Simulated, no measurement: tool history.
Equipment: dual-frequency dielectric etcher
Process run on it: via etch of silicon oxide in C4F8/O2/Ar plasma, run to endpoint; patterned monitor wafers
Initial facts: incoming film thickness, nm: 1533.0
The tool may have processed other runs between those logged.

run    day  source power (kW)  bias power (kW)  endpoint time (s)
  1  0.000              1.510            1.737             392.53
  2  0.179              1.290            1.737             426.39
  3  0.225              1.490            1.737             399.46
  4  0.588              1.600            1.765             379.41
  5  0.696              1.500            1.765             395.60
  6  0.725              1.260            1.765             424.85

The next listed run, before its measurement:
  7  1.038              1.420            1.804                  ?

Run 7 came out at endpoint time (s) 398.57.

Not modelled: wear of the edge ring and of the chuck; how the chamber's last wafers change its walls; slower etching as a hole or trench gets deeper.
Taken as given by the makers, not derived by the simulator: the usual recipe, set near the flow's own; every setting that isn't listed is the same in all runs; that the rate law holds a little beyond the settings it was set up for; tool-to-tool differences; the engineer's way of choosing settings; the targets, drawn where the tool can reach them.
